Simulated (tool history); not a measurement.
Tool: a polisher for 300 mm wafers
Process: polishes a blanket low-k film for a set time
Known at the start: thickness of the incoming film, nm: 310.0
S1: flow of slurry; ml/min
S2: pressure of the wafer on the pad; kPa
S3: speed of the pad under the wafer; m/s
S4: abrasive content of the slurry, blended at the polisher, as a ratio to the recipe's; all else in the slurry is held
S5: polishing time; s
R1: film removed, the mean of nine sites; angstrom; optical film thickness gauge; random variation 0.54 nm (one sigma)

run  hour   S1    S2    S3   S4   S5      R1
  1   0.0  205  16.5  1.14  1.0  105  515.59
  2   0.8  165  16.5  1.14  1.0  105  501.69
  3   4.8  175  17.9  1.14  1.0  105  542.81
  4   8.7  175  14.5  1.14  1.0  105  454.33
  5   9.9  175  14.5  1.42  1.0  105  523.77
  6  11.9  140  14.5  1.42  1.0  105  517.20

The next listed run, before its measurement:
  7  14.1  145  18.6  1.44  1.0  105   ?

{"run 7": {"R1": 627.05}}

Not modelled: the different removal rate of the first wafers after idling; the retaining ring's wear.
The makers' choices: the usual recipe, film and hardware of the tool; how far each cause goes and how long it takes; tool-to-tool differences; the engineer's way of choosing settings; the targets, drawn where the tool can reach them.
